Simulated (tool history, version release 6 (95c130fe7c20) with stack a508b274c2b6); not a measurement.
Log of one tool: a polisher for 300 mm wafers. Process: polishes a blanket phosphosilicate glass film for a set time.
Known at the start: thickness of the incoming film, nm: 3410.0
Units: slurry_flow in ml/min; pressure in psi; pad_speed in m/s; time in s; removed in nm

run 1 day=0 | slurry_flow=255 pressure=2.2 pad_speed=1.16 slurry_solids=1 time=110 | removed=643.46
run 2 day=0.3 | slurry_flow=195 pressure=2.2 pad_speed=1.16 slurry_solids=1 time=110 | removed=628.56
run 3 day=0.658 | slurry_flow=195 pressure=2.5 pad_speed=1.28 slurry_solids=1 time=110 | removed=732.97
run 4 day=0.858 | slurry_flow=195 pressure=2.5 pad_speed=1.28 slurry_solids=1 time=116 | removed=755.1
run 5 day=1.104 | slurry_flow=210 pressure=2.7 pad_speed=1.4 slurry_solids=1.1 time=116 | removed=891.47
run 6 day=1.454 | slurry_flow=210 pressure=2.7 pad_speed=1.22 slurry_solids=1.1 time=116 | removed=845.07
run 7 day=1.792 | slurry_flow=235 pressure=2.9 pad_speed=1.34 slurry_solids=1.2 time=116 | removed=989.59
run 8 day=2.038 | slurry_flow=235 pressure=2.9 pad_speed=1.34 slurry_solids=1.2 time=116 | removed=948.29
run 9 day=2.279 | slurry_flow=235 pressure=2.9 pad_speed=1.34 slurry_solids=1.2 time=116 | removed=958.72
run 10 day=2.421 | slurry_flow=235 pressure=2.9 pad_speed=1.34 slurry_solids=1.2 time=116 | removed=966.97
run 11 day=2.721 | slurry_flow=270 pressure=3 pad_speed=1.44 slurry_solids=1.25 time=116 | removed=1037.1
run 12 day=2.883 | slurry_flow=245 pressure=3.1 pad_speed=1.52 slurry_solids=1.3 time=116 | removed=1138.6
run 13 day=2.938 | slurry_flow=225 pressure=3.2 pad_speed=1.58 slurry_solids=1.35 time=116 | removed=1175.3
run 14 day=3.004 | slurry_flow=265 pressure=3.3 pad_speed=1.62 slurry_solids=1.4 time=116 | removed=1256.8
run 15 day=3.042 | slurry_flow=295 pressure=3.3 pad_speed=1.66 slurry_solids=1.4 time=116 | removed=1289.9

Forecast run 16:
run 16 day=3.408 | slurry_flow=320 pressure=3.3 pad_speed=1.7 slurry_solids=1.4 time=116 | removed=?

{"run 16": {"removed": 1319.7}}
